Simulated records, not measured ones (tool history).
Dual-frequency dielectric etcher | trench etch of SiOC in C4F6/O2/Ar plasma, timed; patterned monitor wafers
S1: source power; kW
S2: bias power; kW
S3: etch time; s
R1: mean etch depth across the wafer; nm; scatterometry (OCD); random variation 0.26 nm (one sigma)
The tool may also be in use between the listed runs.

| run | hour | S1 | S2 | S3 | R1 |
|---|---|---|---|---|---|
| 1 | 0 | 0.4 | 0.153 | 29 | 52.96 |
| 2 | 0.8 | 0.43 | 0.153 | 29 | 54.096 |
| 3 | 6.5 | 0.43 | 0.137 | 29 | 52.146 |
| 4 | 12 | 0.46 | 0.14 | 29 | 53.7 |
| 5 | 16.3 | 0.49 | 0.14 | 29 | 54.505 |
| 6 | 23.9 | 0.5 | 0.143 | 29 | 55.725 |

The next listed run, before its measurement:
| 7 | 24.8 | 0.51 | 0.144 | 29 | ? |

Run 7 gave R1 55.713 nm.
